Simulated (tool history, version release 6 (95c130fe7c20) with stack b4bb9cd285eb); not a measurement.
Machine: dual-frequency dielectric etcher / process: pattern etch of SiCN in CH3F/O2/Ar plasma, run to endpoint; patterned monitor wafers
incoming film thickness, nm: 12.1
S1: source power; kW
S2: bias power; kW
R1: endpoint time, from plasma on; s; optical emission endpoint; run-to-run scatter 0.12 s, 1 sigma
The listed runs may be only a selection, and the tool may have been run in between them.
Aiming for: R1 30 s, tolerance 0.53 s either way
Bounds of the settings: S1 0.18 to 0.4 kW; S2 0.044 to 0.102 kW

run  hour    S1     S2      R1
  1     0  0.29  0.073  33.183
  2   4.5  0.25  0.073   35.74
  3   8.4  0.29  0.073  33.278
  4  12.6   0.3  0.073  32.442
  5  15.4  0.31  0.073  32.053
  6  20.1  0.27  0.073   34.37
  7  25.4  0.28  0.073  33.608
  8  33.6  0.29  0.073  33.134
  9  35.3   0.3  0.073  32.756
 10  41.7  0.31  0.073  31.907
 11  49.4  0.32  0.073  31.663
 12  55.8  0.33  0.073  30.879
 13  57.4  0.34  0.073  30.713

Consider the 4 candidate settings below. Which is the only one whose results all fall within their allowed miss of target?
  A    59  0.38  0.077   ?
  B    59  0.35  0.068   ?
  C    59  0.32  0.075   ?
  D    59  0.34  0.075   ?

move      R1
   A  28.295
   B  31.103
   C  31.069
   D  30.174
A: pushes the last run's worst result past its target
B: misses by more than the last run did
C: misses by more than the last run did
D: all results in spec
D meets every target.
